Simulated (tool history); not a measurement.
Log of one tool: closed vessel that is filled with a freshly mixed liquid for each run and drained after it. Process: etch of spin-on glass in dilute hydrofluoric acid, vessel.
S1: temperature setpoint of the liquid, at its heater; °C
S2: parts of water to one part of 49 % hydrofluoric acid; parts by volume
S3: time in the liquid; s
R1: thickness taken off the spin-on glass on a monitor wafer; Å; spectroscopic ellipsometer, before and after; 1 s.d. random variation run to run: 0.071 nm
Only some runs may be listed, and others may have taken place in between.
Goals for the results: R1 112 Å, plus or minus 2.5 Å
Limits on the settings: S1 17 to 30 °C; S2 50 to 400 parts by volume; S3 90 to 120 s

run 1 hour=0 | S1=22 S2=225 S3=120 | R1=86.474
run 2 hour=6.8 | S1=20 S2=225 S3=120 | R1=81.297
run 3 hour=11.4 | S1=20 S2=260 S3=120 | R1=67.922
run 4 hour=18.2 | S1=22 S2=260 S3=120 | R1=72.847
run 5 hour=25.5 | S1=22 S2=260 S3=120 | R1=72.693
run 6 hour=30.4 | S1=22 S2=205 S3=120 | R1=97.537
run 7 hour=39.2 | S1=23 S2=205 S3=120 | R1=100.46
run 8 hour=41.5 | S1=24 S2=205 S3=120 | R1=104.57
run 9 hour=48.9 | S1=24.5 S2=205 S3=120 | R1=107.73
run 10 hour=52.5 | S1=25 S2=205 S3=120 | R1=109.27
run 11 hour=56.8 | S1=25 S2=205 S3=120 | R1=109.16

Pick the move, out of 4, that brings all results within their allowed miss; only one does.
run A hour=61.1 | S1=26 S2=215 S3=120 | R1=?
run B hour=61.1 | S1=28 S2=220 S3=120 | R1=?
run C hour=61.1 | S1=24 S2=205 S3=120 | R1=?
run D hour=61.1 | S1=25.5 S2=215 S3=120 | R1=?

move=A R1=106.99
move=B R1=111.58
move=C R1=105.49
move=D R1=105.09
A: moves away from the targets compared with the last run
B: hits every target within its allowed miss
C: moves away from the targets compared with the last run
D: moves away from the targets compared with the last run
The move that meets every target is B.
